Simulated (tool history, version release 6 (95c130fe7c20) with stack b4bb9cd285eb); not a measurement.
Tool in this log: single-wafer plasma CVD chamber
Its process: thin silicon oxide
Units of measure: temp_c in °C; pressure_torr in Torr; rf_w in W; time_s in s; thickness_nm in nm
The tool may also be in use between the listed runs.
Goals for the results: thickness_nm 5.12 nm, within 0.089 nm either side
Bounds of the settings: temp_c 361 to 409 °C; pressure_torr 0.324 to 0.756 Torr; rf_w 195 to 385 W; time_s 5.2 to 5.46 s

run 1 hour=0 | temp_c=385 pressure_torr=0.54 rf_w=290 time_s=5.46 | thickness_nm=7.2729
run 2 hour=0.9 | temp_c=385 pressure_torr=0.488 rf_w=290 time_s=5.46 | thickness_nm=6.5539
run 3 hour=9.4 | temp_c=391 pressure_torr=0.488 rf_w=290 time_s=5.46 | thickness_nm=6.4811
run 4 hour=10.3 | temp_c=391 pressure_torr=0.488 rf_w=290 time_s=5.46 | thickness_nm=6.5729
run 5 hour=17.2 | temp_c=391 pressure_torr=0.488 rf_w=290 time_s=5.46 | thickness_nm=6.5106
run 6 hour=25.8 | temp_c=391 pressure_torr=0.488 rf_w=290 time_s=5.46 | thickness_nm=6.5419
run 7 hour=31.2 | temp_c=391 pressure_torr=0.451 rf_w=290 time_s=5.46 | thickness_nm=6.0782
run 8 hour=34.6 | temp_c=391 pressure_torr=0.424 rf_w=290 time_s=5.46 | thickness_nm=5.7123
run 9 hour=37.7 | temp_c=391 pressure_torr=0.408 rf_w=290 time_s=5.46 | thickness_nm=5.4651
run 10 hour=40.5 | temp_c=391 pressure_torr=0.373 rf_w=290 time_s=5.46 | thickness_nm=5.0223

Pick the move, out of 5, that brings all results within their allowed miss; only one does.
run A hour=43.3 | temp_c=395 pressure_torr=0.405 rf_w=275 time_s=5.46 | thickness_nm=?
run B hour=43.3 | temp_c=388 pressure_torr=0.377 rf_w=295 time_s=5.46 | thickness_nm=?
run C hour=43.3 | temp_c=390 pressure_torr=0.422 rf_w=265 time_s=5.34 | thickness_nm=?
run D hour=43.3 | temp_c=397 pressure_torr=0.391 rf_w=275 time_s=5.22 | thickness_nm=?
run E hour=43.3 | temp_c=395 pressure_torr=0.346 rf_w=315 time_s=5.4 | thickness_nm=?

move=A thickness_nm=5.272
move=B thickness_nm=5.1202
move=C thickness_nm=5.2768
move=D thickness_nm=4.8609
move=E thickness_nm=4.7907
A: carries the result that was furthest off beyond its target, to the other side
B: each result inside its tolerance
C: carries the result that was furthest off beyond its target, to the other side
D: further off than the last run
E: further off than the last run
B is the move that brings every result within its allowed miss.
